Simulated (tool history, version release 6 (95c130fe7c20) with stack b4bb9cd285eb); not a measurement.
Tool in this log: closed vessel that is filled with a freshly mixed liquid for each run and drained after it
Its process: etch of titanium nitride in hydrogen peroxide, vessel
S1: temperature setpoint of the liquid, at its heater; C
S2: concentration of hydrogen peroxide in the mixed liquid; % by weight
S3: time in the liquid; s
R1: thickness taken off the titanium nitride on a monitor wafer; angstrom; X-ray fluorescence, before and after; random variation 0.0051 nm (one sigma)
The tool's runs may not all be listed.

| run | hour | S1 | S2 | S3 | R1 |
|---|---|---|---|---|---|
| 1 | 0 | 47 | 18.5 | 60 | 20.571 |
| 2 | 5.6 | 47 | 15.5 | 60 | 19.752 |
| 3 | 8.3 | 45.5 | 15.5 | 60 | 17.742 |
| 4 | 15.8 | 44.5 | 15.5 | 60 | 16.512 |
| 5 | 19.3 | 43.5 | 15.5 | 60 | 15.279 |
| 6 | 25.9 | 43.5 | 15.5 | 60 | 15.134 |
| 7 | 32.4 | 43 | 15.5 | 60 | 14.614 |
| 8 | 35.1 | 42.5 | 15.5 | 60 | 14.036 |
| 9 | 44.2 | 42 | 15.5 | 60 | 13.694 |
| 10 | 50.4 | 41.5 | 15.5 | 60 | 13.035 |

Predict the results of run 11:
| 11 | 52 | 41 | 15.5 | 60 | ? |

Logged for run 11: R1 12.608 angstrom.

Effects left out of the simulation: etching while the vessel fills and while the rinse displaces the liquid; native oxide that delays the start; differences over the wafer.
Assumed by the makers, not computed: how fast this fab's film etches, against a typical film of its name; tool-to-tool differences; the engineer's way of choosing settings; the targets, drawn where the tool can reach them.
